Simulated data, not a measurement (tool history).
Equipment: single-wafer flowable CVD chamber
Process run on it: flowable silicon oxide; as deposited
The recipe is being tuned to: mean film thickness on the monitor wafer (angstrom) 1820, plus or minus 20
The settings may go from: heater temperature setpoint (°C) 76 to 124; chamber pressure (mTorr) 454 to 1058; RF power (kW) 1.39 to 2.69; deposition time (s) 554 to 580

run  hour  heater temperature setpoint (°C)  chamber pressure (mTorr)  RF power (kW)  deposition time (s)  mean film thickness on the monitor wafer (angstrom)
  1     0                               100                       756           2.04                  580                                               2880.8
  2   6.6                               100                       756           1.79                  580                                               2809.7
  3  10.3                               104                       756           1.79                  580                                               2443.8
  4  14.2                               104                       756           1.79                  580                                               2474.1
  5  19.7                               104                       756           1.51                  580                                               2330.2
  6  25.4                                99                       756           1.51                  580                                               2762.3
  7  34.2                               103                       756           1.51                  580                                               2415.5
  8  42.7                               113                       756           1.51                  580                                               1779.3
     49.3  -- thermocouple changed; heater temperature recalibrated
  9  49.3                               112                       756           1.51                  580                                               2008.1
 10  50.9                               113                       756           1.51                  580                                               1944.6
 11  56.3                               114                       756           1.51                  580                                                 1885

Pick the move, out of 5, that brings all results within their allowed miss; only one does.
  A  61.7                               116                       846          1.475                  554                                                    ?
  B  61.7                               118                       812            1.7                  554                                                    ?
  C  61.7                               118                       854           1.43                  580                                                    ?
  D  61.7                               114                       752          1.485                  563                                                    ?
  E  61.7                               115                       803           1.48                  555                                                    ?

move  mean film thickness on the monitor wafer (angstrom)
   A                                               1877.8
   B                                               1778.6
   C                                               1848.2
   D                                                 1811
   E                                               1844.8
A: closes in on the targets versus the last run, not all within tolerance yet
B: moves the result that the last run missed by most past its target, out the other side
C: closes in on the targets versus the last run, not all within tolerance yet
D: in spec on every target
E: closes in on the targets versus the last run, not all within tolerance yet
The move that meets every target is D.

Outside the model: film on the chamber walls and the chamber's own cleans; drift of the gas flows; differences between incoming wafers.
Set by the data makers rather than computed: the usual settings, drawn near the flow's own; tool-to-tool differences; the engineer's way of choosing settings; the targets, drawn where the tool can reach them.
